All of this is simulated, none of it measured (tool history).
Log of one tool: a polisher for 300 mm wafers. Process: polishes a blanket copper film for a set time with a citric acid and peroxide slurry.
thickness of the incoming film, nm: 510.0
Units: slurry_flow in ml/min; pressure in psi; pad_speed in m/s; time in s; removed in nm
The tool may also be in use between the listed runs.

run 1 hour=0 | slurry_flow=150 pressure=3 pad_speed=0.8 slurry_solids=1 time=28 | removed=41.84
run 2 hour=1.9 | slurry_flow=155 pressure=3.4 pad_speed=0.8 slurry_solids=1 time=28 | removed=48.318
run 3 hour=6.5 | slurry_flow=160 pressure=3.6 pad_speed=0.8 slurry_solids=1 time=28 | removed=49.676
run 4 hour=11 | slurry_flow=160 pressure=3.6 pad_speed=0.8 slurry_solids=1.1 time=28 | removed=52.633
run 5 hour=18.4 | slurry_flow=160 pressure=3.6 pad_speed=0.7 slurry_solids=1.1 time=28 | removed=46.374
run 6 hour=20.9 | slurry_flow=160 pressure=3.9 pad_speed=0.7 slurry_solids=1.1 time=28 | removed=48.34
run 7 hour=29 | slurry_flow=165 pressure=4.1 pad_speed=0.72 slurry_solids=1.1 time=28 | removed=53.988

Forecast run 8:
run 8 hour=35.2 | slurry_flow=170 pressure=4.3 pad_speed=0.72 slurry_solids=1.1 time=28 | removed=?

removed: 55.757 nm
